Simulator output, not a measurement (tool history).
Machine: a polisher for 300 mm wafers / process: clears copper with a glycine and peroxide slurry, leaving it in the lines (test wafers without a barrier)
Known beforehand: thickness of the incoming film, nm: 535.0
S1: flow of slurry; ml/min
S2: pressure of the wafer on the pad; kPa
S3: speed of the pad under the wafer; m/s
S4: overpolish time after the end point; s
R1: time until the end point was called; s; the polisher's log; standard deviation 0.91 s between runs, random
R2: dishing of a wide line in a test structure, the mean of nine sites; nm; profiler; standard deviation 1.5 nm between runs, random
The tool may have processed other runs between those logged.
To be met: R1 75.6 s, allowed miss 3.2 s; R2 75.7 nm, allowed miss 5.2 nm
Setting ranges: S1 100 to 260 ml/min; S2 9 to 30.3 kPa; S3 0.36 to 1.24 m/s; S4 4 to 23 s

{"run": 1, "day": 0.0, "S1": 165, "S2": 19.3, "S3": 0.8, "S4": 12, "R1": 118.23, "R2": 36.846}
{"run": 2, "day": 0.15, "S1": 140, "S2": 19.3, "S3": 0.8, "S4": 12, "R1": 122.01, "R2": 34.957}
{"run": 3, "day": 0.296, "S1": 155, "S2": 19.3, "S3": 0.8, "S4": 12, "R1": 121.05, "R2": 34.672}
{"run": 4, "day": 0.325, "S1": 155, "S2": 19.3, "S3": 0.8, "S4": 16, "R1": 121.82, "R2": 42.883}
{"run": 5, "day": 0.558, "S1": 160, "S2": 20.7, "S3": 0.8, "S4": 16, "R1": 113.88, "R2": 46.592}
{"run": 6, "day": 0.729, "S1": 165, "S2": 22.1, "S3": 0.8, "S4": 16, "R1": 107.62, "R2": 49.391}
{"run": 7, "day": 0.892, "S1": 170, "S2": 22.8, "S3": 0.8, "S4": 16, "R1": 102.66, "R2": 51.452}
{"run": 8, "day": 1.008, "S1": 195, "S2": 28.3, "S3": 0.82, "S4": 18, "R1": 83.247, "R2": 65.356}
{"run": 9, "day": 1.046, "S1": 195, "S2": 29.6, "S3": 0.84, "S4": 19, "R1": 78.968, "R2": 70.517}

Consider the 4 candidate settings below. Which is the only one whose results all fall within their allowed miss of target?
{"run": "A", "day": 1.083, "S1": 190, "S2": 27.6, "S3": 1.1, "S4": 21, "R1": "?", "R2": "?"}
{"run": "B", "day": 1.083, "S1": 260, "S2": 30.3, "S3": 0.92, "S4": 23, "R1": "?", "R2": "?"}
{"run": "C", "day": 1.083, "S1": 245, "S2": 29, "S3": 0.76, "S4": 23, "R1": "?", "R2": "?"}
{"run": "D", "day": 1.083, "S1": 185, "S2": 30.3, "S3": 0.88, "S4": 19, "R1": "?", "R2": "?"}

move=A R1=64.629 R2=87.075
move=B R1=67.153 R2=91.134
move=C R1=82.836 R2=80.209
move=D R1=72.514 R2=76.937
A: pushes the last run's worst result past its target
B: pushes the last run's worst result past its target
C: further off than the last run
D: hits every target within its allowed miss
Answer: D

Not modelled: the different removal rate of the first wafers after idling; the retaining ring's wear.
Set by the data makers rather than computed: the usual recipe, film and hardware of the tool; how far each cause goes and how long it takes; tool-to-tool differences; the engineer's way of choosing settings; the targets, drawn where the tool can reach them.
